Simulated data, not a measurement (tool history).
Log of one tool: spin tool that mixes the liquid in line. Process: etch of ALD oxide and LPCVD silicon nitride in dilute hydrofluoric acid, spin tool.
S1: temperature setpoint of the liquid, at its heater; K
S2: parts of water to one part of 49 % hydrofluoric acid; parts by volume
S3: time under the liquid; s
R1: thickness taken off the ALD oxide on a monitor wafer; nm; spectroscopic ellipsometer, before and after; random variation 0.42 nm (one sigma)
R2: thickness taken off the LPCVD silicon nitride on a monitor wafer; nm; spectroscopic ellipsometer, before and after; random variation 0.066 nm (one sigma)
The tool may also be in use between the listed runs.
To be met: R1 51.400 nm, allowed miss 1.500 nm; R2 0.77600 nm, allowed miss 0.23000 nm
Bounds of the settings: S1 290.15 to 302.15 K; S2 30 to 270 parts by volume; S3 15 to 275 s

run	hour	S1	S2	S3	R1	R2
1	0.0	294.15	150	140	19.275	0.34553
2	6.9	294.15	130	140	23.246	0.42973
3	9.3	294.15	85	140	37.021	0.76365
4	16.9	295.15	85	140	38.292	0.73477
5	22.6	295.15	85	160	44.175	0.81928
6	30.0	295.15	40	160	98.720	1.72550
7	31.5	294.15	45	160	82.782	1.57040
8	36.3	294.65	50	160	76.497	1.32830
9	40.8	294.15	55	160	67.287	1.29140
10	47.0	293.65	55	160	67.351	1.27080
11	53.2	290.15	80	160	37.726	0.63474
12	56.9	290.65	80	160	38.807	0.71857
13	62.0	291.15	80	160	39.797	0.62064
14	70.7	291.65	80	160	41.141	0.81611
15	74.3	292.15	80	160	41.519	0.72051
16	81.9	292.65	80	160	42.036	0.68001
17	86.3	293.15	80	160	43.388	0.71348
18	89.6	293.15	80	160	43.666	0.76553
19	92.2	293.65	80	160	44.741	0.86431
20	96.4	293.15	55	155	62.231	1.01130
21	99.3	293.15	55	155	62.797	0.95103
22	103.5	292.65	55	155	61.689	1.19130
23	106.8	292.15	55	160	62.057	0.83241

Which of these 5 next moves meets every target?
A	110.1	290.15	35	95	?	?
B	110.1	292.15	45	115	?	?
C	110.1	290.15	50	140	?	?
D	110.1	292.65	65	155	?	?
E	110.1	300.15	105	215	?	?

move	R1	R2
A	53.986	0.82019
B	54.809	0.89728
C	54.765	0.85644
D	51.034	0.87592
E	56.434	1.25050
A: nearer than the last run, and not there yet
B: nearer than the last run, and not there yet
C: nearer than the last run, and not there yet
D: meets every target
E: nearer than the last run, and not there yet
The right move is D.
